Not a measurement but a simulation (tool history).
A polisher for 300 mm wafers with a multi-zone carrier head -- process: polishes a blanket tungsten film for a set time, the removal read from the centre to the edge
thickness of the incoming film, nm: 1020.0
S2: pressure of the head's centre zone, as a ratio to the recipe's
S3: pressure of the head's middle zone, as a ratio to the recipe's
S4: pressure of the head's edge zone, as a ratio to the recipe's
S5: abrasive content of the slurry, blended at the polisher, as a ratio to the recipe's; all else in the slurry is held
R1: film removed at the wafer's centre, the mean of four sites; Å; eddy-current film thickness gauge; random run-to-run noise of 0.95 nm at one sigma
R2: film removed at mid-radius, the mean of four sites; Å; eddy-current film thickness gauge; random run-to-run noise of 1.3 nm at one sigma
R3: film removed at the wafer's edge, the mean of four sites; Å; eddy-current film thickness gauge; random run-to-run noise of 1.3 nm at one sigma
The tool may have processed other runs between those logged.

run 1 hour=0.0 | flow_of_slurry_(ml/min)=130 S2=1.00 S3=1.00 S4=1.00 S5=1.0 polishing_time_(s)=34 | R1=1205.5 R2=1160.5 R3=1170.9
run 2 hour=3.2 | flow_of_slurry_(ml/min)=130 S2=1.00 S3=0.92 S4=1.00 S5=1.0 polishing_time_(s)=34 | R1=1220.8 R2=1097.6 R3=1177.3
run 3 hour=5.8 | flow_of_slurry_(ml/min)=130 S2=1.00 S3=0.92 S4=1.00 S5=0.9 polishing_time_(s)=34 | R1=1156.2 R2=1062.5 R3=1134.2
run 4 hour=7.8 | flow_of_slurry_(ml/min)=130 S2=0.95 S3=0.92 S4=1.00 S5=0.9 polishing_time_(s)=34 | R1=1121.1 R2=1070.5 R3=1141.5
run 5 hour=14.3 | flow_of_slurry_(ml/min)=125 S2=0.95 S3=0.92 S4=0.99 S5=0.9 polishing_time_(s)=34 | R1=1116.4 R2=1060.0 R3=1127.8
run 6 hour=19.0 | flow_of_slurry_(ml/min)=120 S2=0.94 S3=0.92 S4=0.98 S5=0.9 polishing_time_(s)=34 | R1=1065.9 R2=1056.7 R3=1097.2

Estimate the outcome of run 7 from the log above:
run 7 hour=20.1 | flow_of_slurry_(ml/min)=115 S2=0.94 S3=0.92 S4=0.98 S5=0.9 polishing_time_(s)=34 | R1=? R2=? R3=?

R1: 1066.5 Å
R2: 1054.4 Å
R3: 1111.6 Å

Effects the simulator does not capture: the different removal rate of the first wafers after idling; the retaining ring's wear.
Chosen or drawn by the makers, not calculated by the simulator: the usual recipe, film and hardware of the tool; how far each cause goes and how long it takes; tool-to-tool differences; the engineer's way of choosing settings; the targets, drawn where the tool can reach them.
